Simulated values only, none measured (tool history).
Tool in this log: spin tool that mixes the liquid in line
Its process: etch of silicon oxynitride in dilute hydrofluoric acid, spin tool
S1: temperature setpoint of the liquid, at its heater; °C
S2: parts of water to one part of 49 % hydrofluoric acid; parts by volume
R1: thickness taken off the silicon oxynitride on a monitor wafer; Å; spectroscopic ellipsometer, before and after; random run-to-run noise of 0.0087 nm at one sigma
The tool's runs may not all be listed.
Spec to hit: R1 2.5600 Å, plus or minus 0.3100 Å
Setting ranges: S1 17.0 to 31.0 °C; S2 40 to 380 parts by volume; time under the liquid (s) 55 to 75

run 1 hour=0.0 | S1=23.0 S2=210 time_under_the_liquid_(s)=75 | R1=3.8838
run 2 hour=8.1 | S1=22.5 S2=220 time_under_the_liquid_(s)=75 | R1=3.7997
run 3 hour=16.5 | S1=22.5 S2=235 time_under_the_liquid_(s)=70 | R1=3.2485
run 4 hour=19.3 | S1=22.5 S2=210 time_under_the_liquid_(s)=70 | R1=4.0382
run 5 hour=24.1 | S1=19.5 S2=210 time_under_the_liquid_(s)=70 | R1=3.3104
run 6 hour=25.1 | S1=19.5 S2=215 time_under_the_liquid_(s)=70 | R1=3.2994
run 7 hour=31.3 | S1=19.5 S2=220 time_under_the_liquid_(s)=70 | R1=3.3903
run 8 hour=39.6 | S1=19.5 S2=230 time_under_the_liquid_(s)=70 | R1=3.1335

Which of these 4 next moves meets every target?
run A hour=47.9 | S1=19.0 S2=250 time_under_the_liquid_(s)=55 | R1=?
run B hour=47.9 | S1=20.0 S2=270 time_under_the_liquid_(s)=55 | R1=?
run C hour=47.9 | S1=17.0 S2=245 time_under_the_liquid_(s)=75 | R1=?
run D hour=47.9 | S1=18.5 S2=205 time_under_the_liquid_(s)=75 | R1=?

move=A R1=2.0759
move=B R1=1.9871
move=C R1=2.6403
move=D R1=3.4671
A: the result that was furthest off in the last run now lies on the other side of its target
B: the result that was furthest off in the last run now lies on the other side of its target
C: every result lands within tolerance
D: moves away from the targets compared with the last run
Correct choice: C, which meets every target
